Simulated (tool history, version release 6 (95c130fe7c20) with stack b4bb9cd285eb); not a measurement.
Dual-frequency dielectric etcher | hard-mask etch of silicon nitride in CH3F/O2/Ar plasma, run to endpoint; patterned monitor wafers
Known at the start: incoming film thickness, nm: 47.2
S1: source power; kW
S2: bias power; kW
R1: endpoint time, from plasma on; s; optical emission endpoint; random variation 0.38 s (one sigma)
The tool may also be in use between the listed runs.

{"run": 1, "hour": 0.0, "S1": 0.32, "S2": 0.094, "R1": 68.844}
{"run": 2, "hour": 1.1, "S1": 0.27, "S2": 0.094, "R1": 75.157}
{"run": 3, "hour": 6.7, "S1": 0.27, "S2": 0.084, "R1": 78.179}
{"run": 4, "hour": 11.9, "S1": 0.23, "S2": 0.084, "R1": 84.303}
{"run": 5, "hour": 13.9, "S1": 0.2, "S2": 0.084, "R1": 92.896}
{"run": 6, "hour": 18.9, "S1": 0.25, "S2": 0.084, "R1": 81.398}
{"run": 7, "hour": 25.7, "S1": 0.28, "S2": 0.085, "R1": 75.621}
{"run": 8, "hour": 28.8, "S1": 0.3, "S2": 0.086, "R1": 73.148}

The next listed run, before its measurement:
{"run": 9, "hour": 31.5, "S1": 0.32, "S2": 0.087, "R1": "?"}

R1: 70.224 s
